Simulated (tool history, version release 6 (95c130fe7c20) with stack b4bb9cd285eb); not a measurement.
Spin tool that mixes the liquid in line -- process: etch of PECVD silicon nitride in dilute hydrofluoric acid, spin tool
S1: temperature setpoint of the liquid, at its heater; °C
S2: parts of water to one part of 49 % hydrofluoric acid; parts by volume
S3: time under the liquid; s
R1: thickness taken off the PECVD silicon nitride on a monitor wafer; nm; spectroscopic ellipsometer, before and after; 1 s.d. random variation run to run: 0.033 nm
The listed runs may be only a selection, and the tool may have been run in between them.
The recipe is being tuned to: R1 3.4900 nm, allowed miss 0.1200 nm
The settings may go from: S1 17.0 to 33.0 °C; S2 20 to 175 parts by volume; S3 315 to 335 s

Run 1, hour 0.0: S1 25.0 °C, S2 95 parts by volume, S3 315 s. Result: R1 8.7057 nm.
Run 2, hour 1.0: S1 23.0 °C, S2 95 parts by volume, S3 315 s. Result: R1 7.7998 nm.
Run 3, hour 9.0: S1 23.0 °C, S2 80 parts by volume, S3 315 s. Result: R1 9.0533 nm.
Run 4, hour 14.8: S1 26.5 °C, S2 80 parts by volume, S3 315 s. Result: R1 11.5040 nm.
Run 5, hour 23.5: S1 26.5 °C, S2 105 parts by volume, S3 315 s. Result: R1 8.7907 nm.
Run 6, hour 32.2: S1 30.0 °C, S2 105 parts by volume, S3 315 s. Result: R1 11.0030 nm.
Run 7, hour 37.7: S1 26.0 °C, S2 145 parts by volume, S3 315 s. Result: R1 6.2486 nm.
Run 8, hour 46.3: S1 26.0 °C, S2 145 parts by volume, S3 315 s. Result: R1 6.1682 nm.
Run 9, hour 53.8: S1 23.5 °C, S2 145 parts by volume, S3 315 s. Result: R1 5.2707 nm.
Run 10, hour 58.2: S1 19.5 °C, S2 145 parts by volume, S3 315 s. Result: R1 4.0988 nm.
Run 11, hour 60.7: S1 19.0 °C, S2 145 parts by volume, S3 315 s. Result: R1 3.8684 nm.

Exercise: of the 5 proposed moves below, exactly one satisfies all targets within the stated allowed misses. Which move is it?
Run A, hour 63.2: S1 19.5 °C, S2 140 parts by volume, S3 335 s. Result: R1 ?.
Run B, hour 63.2: S1 18.0 °C, S2 165 parts by volume, S3 335 s. Result: R1 ?.
Run C, hour 63.2: S1 21.0 °C, S2 155 parts by volume, S3 335 s. Result: R1 ?.
Run D, hour 63.2: S1 18.5 °C, S2 140 parts by volume, S3 315 s. Result: R1 ?.
Run E, hour 63.2: S1 20.5 °C, S2 175 parts by volume, S3 320 s. Result: R1 ?.

move      R1
   A  4.4802
   B  3.4528
   C  4.4839
   D  3.9372
   E  3.6811
A: lands further from the targets than the last run did
B: each result inside its tolerance
C: lands further from the targets than the last run did
D: lands further from the targets than the last run did
E: nearer than the last run, and not there yet
So the answer is move B, the one that meets all the targets.

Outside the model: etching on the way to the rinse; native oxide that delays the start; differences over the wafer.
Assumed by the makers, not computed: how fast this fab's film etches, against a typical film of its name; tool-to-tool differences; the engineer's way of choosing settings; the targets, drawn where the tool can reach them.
